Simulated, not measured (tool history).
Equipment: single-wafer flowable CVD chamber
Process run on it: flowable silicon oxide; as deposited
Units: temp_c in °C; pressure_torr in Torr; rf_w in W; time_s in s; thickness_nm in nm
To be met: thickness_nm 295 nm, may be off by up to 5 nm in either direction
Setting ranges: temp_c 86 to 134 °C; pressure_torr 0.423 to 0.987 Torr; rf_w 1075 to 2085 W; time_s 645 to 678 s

Run 1, day 0: temp_c 110 °C, pressure_torr 0.705 Torr, rf_w 1580 W, time_s 678 s. Result: thickness_nm 232.23 nm.
Run 2, day 0.096: temp_c 110 °C, pressure_torr 0.705 Torr, rf_w 1710 W, time_s 678 s. Result: thickness_nm 237.62 nm.
Run 3, day 0.367: temp_c 120 °C, pressure_torr 0.705 Torr, rf_w 1710 W, time_s 678 s. Result: thickness_nm 166.91 nm.
Run 4, day 0.567: temp_c 120 °C, pressure_torr 0.705 Torr, rf_w 1840 W, time_s 678 s. Result: thickness_nm 169.9 nm.
Run 5, day 0.733: temp_c 115 °C, pressure_torr 0.705 Torr, rf_w 1840 W, time_s 678 s. Result: thickness_nm 201.85 nm.
Run 6, day 0.996: temp_c 112 °C, pressure_torr 0.705 Torr, rf_w 1840 W, time_s 678 s. Result: thickness_nm 222.89 nm.
Run 7, day 1.192: temp_c 110 °C, pressure_torr 0.705 Torr, rf_w 1840 W, time_s 678 s. Result: thickness_nm 242.48 nm.
Run 8, day 1.488: temp_c 110 °C, pressure_torr 0.705 Torr, rf_w 1840 W, time_s 678 s. Result: thickness_nm 243.83 nm.
Run 9, day 1.575: temp_c 108 °C, pressure_torr 0.705 Torr, rf_w 1840 W, time_s 678 s. Result: thickness_nm 261.43 nm.
Run 10, day 1.858: temp_c 107 °C, pressure_torr 0.705 Torr, rf_w 1840 W, time_s 678 s. Result: thickness_nm 269.67 nm.
Run 11, day 2.162: temp_c 106 °C, pressure_torr 0.705 Torr, rf_w 1840 W, time_s 678 s. Result: thickness_nm 281.52 nm.

Which of these 4 next moves meets every target?
Run A, day 2.467: temp_c 109 °C, pressure_torr 0.834 Torr, rf_w 1995 W, time_s 664 s. Result: thickness_nm ?.
Run B, day 2.467: temp_c 104 °C, pressure_torr 0.67 Torr, rf_w 1795 W, time_s 670 s. Result: thickness_nm ?.
Run C, day 2.467: temp_c 105 °C, pressure_torr 0.718 Torr, rf_w 2025 W, time_s 678 s. Result: thickness_nm ?.
Run D, day 2.467: temp_c 109 °C, pressure_torr 0.783 Torr, rf_w 1780 W, time_s 674 s. Result: thickness_nm ?.

move  thickness_nm
   A        292.74
   B        282.21
   C        301.54
   D        272.58
A: in spec on every target
B: better than the last run, though not everything is in spec
C: takes the biggest miss from the last run beyond its target
D: lands further from the targets than the last run did
Move A is the one to make.

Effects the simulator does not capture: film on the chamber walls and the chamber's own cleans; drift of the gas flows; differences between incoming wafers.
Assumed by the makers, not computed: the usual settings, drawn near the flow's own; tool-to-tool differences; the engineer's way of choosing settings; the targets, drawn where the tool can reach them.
